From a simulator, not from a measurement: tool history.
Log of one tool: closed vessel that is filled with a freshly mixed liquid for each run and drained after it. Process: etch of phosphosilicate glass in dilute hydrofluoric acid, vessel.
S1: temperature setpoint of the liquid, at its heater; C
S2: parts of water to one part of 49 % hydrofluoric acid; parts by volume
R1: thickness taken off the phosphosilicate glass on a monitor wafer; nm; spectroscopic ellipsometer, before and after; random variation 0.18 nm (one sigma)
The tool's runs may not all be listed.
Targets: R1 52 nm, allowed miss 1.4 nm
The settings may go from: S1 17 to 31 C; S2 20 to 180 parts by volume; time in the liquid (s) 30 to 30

Run 1, day 0: S1 23 C, S2 100 parts by volume, time in the liquid (s) 30. Result: R1 16.8 nm.
Run 2, day 0.362: S1 23 C, S2 115 parts by volume, time in the liquid (s) 30. Result: R1 14.355 nm.
Run 3, day 0.521: S1 25.5 C, S2 85 parts by volume, time in the liquid (s) 30. Result: R1 22.374 nm.
Run 4, day 0.875: S1 25.5 C, S2 85 parts by volume, time in the liquid (s) 30. Result: R1 22.314 nm.
Run 5, day 1.2: S1 25.5 C, S2 65 parts by volume, time in the liquid (s) 30. Result: R1 30.093 nm.
Run 6, day 1.417: S1 25.5 C, S2 65 parts by volume, time in the liquid (s) 30. Result: R1 30.052 nm.
Run 7, day 1.762: S1 29.5 C, S2 30 parts by volume, time in the liquid (s) 30. Result: R1 81.047 nm.
Run 8, day 2.092: S1 28 C, S2 30 parts by volume, time in the liquid (s) 30. Result: R1 75.673 nm.
At day 2.288: hydrofluoric acid flow meter replaced.
Run 9, day 2.288: S1 24 C, S2 35 parts by volume, time in the liquid (s) 30. Result: R1 58.819 nm.
Run 10, day 2.346: S1 23 C, S2 35 parts by volume, time in the liquid (s) 30. Result: R1 56.267 nm.
Run 11, day 2.7: S1 22.5 C, S2 35 parts by volume, time in the liquid (s) 30. Result: R1 55.267 nm.
Run 12, day 2.958: S1 22 C, S2 35 parts by volume, time in the liquid (s) 30. Result: R1 53.944 nm.

4 next moves are on the table. One of them brings every result within its allowed miss. Which?
Run A, day 3.217: S1 21 C, S2 35 parts by volume, time in the liquid (s) 30. Result: R1 ?.
Run B, day 3.217: S1 19.5 C, S2 35 parts by volume, time in the liquid (s) 30. Result: R1 ?.
Run C, day 3.217: S1 22.5 C, S2 35 parts by volume, time in the liquid (s) 30. Result: R1 ?.
Run D, day 3.217: S1 26 C, S2 45 parts by volume, time in the liquid (s) 30. Result: R1 ?.

move      R1
   A  51.668
   B  48.451
   C  55.059
   D  48.839
A: meets every target
B: takes the result that was furthest off past its target
C: further off than the last run
D: takes the result that was furthest off past its target
Answer: A
